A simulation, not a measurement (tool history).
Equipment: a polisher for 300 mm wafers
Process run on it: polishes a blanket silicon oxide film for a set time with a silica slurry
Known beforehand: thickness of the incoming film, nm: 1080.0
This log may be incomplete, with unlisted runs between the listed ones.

run  hour  flow of slurry (ml/min)  pressure of the wafer on the pad (psi)  speed of the pad under the wafer (cm/s)  abrasive content of the slurry  polishing time (s)  film removed (nm)
  1     0                      260                                     3.1                                      104                               1                 101             188.13
  2   5.1                      260                                     2.9                                      104                               1                 101             181.17
  3   9.5                      220                                     2.9                                      104                               1                 101              176.3
  4  13.8                      220                                     2.9                                      104                               1                 106             186.78
  5  21.5                      220                                     2.9                                       84                               1                 106             156.31
  6  29.9                      220                                     3.7                                       84                               1                 106             191.41
  7  34.8                      220                                     3.5                                       84                               1                 106             183.99
  8  36.3                      220                                     3.3                                       84                               1                 106             173.58
  9  36.9                      220                                     3.2                                       84                               1                 106             173.35
 10  38.9                      220                                     3.1                                       84                               1                 106             162.49
 11    44                      220                                       3                                       84                               1                 106              159.4
 12  52.6                      220                                     2.9                                       84                               1                 106              152.7

Forecast run 13:
 13  60.8                      220                                     2.8                                       84                               1                 106                  ?

{"run 13": {"film removed (nm)": 151.26}}
